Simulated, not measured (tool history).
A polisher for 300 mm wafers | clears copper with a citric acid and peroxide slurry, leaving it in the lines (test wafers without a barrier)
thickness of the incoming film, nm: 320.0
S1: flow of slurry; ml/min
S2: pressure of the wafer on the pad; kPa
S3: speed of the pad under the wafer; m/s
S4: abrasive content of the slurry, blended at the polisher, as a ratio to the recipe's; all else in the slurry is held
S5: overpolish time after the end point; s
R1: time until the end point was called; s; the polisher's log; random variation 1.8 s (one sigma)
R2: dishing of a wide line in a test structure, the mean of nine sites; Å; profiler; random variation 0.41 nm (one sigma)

run	hour	S1	S2	S3	S4	S5	R1	R2
1	0.0	295	26.2	1.16	1.00	11	107.470	254.58
2	1.1	295	26.9	1.16	1.00	9	106.510	221.41
3	6.7	295	26.9	1.32	1.00	9	94.295	253.11
4	12.8	295	26.9	1.32	1.15	9	90.514	243.22
5	18.3	295	26.9	1.32	1.25	9	90.814	259.31
6	19.6	295	26.9	1.56	1.25	9	79.986	291.54
7	24.1	295	25.5	1.54	1.25	8	83.886	243.25
8	26.5	295	24.1	1.54	1.25	7	89.250	214.07
9	27.2	295	24.1	1.54	1.25	7	89.107	206.89

Forecast run 10:
10	35.8	295	23.4	1.54	1.25	7	?	?

R1: 89.902 s
R2: 205.09 Å
